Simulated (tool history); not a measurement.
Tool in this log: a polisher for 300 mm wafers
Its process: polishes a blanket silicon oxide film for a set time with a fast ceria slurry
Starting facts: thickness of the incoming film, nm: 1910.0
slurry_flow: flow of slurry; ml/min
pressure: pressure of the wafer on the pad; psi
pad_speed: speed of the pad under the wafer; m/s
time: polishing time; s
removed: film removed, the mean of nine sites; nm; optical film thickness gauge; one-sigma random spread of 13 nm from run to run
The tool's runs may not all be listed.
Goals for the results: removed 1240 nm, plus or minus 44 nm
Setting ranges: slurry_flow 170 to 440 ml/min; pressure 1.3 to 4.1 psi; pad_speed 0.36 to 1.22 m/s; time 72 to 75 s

run  hour  slurry_flow  pressure  pad_speed  time  removed
  1     0          280       2.7       0.78    72   745.42
  2     9          280       2.7       0.86    72   806.96
  3  11.7          280       2.9       0.86    72   866.24
  4    13          280       2.9       0.78    72   799.12
  5  19.8          305       2.9       0.78    72   802.65
  6  24.6          305       3.1       0.78    72    841.2
  7  28.1          305       3.2        0.8    72   887.79
  8  35.7          305       3.9       0.82    72   1111.1
  9  40.7          305         4       0.84    72   1192.6

Which one of the following 5 next-run settings gets every result inside its allowed miss? There is exactly one.
  A  45.7          315       4.1       0.78    72        ?
  B  45.7          300       4.1       0.72    75        ?
  C  45.7          290       3.7       0.86    72        ?
  D  45.7          415         4       0.82    75        ?
  E  45.7          310       3.9        0.8    75        ?

move  removed
   A   1137.9
   B     1093
   C   1124.7
   D   1236.4
   E   1155.4
A: misses by more than the last run did
B: misses by more than the last run did
C: misses by more than the last run did
D: meets every target
E: misses by more than the last run did
The right move is D.
